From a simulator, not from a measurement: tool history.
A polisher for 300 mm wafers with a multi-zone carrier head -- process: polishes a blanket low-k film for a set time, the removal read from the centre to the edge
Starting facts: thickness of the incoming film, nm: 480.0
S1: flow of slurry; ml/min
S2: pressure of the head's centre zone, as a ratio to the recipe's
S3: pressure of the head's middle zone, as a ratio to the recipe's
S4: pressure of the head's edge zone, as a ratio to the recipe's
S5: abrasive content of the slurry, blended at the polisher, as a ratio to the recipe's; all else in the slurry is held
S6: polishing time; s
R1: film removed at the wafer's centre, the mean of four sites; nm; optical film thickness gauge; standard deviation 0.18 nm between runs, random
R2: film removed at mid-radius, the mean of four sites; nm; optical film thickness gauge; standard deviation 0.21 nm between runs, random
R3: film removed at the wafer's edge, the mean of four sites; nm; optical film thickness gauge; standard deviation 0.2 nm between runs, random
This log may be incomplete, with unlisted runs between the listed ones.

run,hour,S1,S2,S3,S4,S5,S6,R1,R2,R3
1,0.0,235,1.00,1.00,1.00,1.00,49,13.0350,14.0050,13.8440
2,6.6,235,1.00,1.00,1.05,1.00,49,13.3250,13.8850,14.1330
3,15.1,235,1.00,1.00,1.05,0.90,49,12.5390,13.0940,13.2730
4,23.8,235,1.00,1.00,1.05,0.90,39,9.8788,10.5490,10.4910
5,30.4,235,1.00,1.01,1.05,0.95,39,10.4300,10.7630,10.7980
6,32.8,235,1.00,1.01,1.05,0.95,28,7.4888,7.7198,7.8460

Forecast run 7:
7,38.9,235,0.99,1.02,1.06,1.00,30,?,?,?

R1: 8.0881 nm
R2: 8.6780 nm
R3: 8.7954 nm

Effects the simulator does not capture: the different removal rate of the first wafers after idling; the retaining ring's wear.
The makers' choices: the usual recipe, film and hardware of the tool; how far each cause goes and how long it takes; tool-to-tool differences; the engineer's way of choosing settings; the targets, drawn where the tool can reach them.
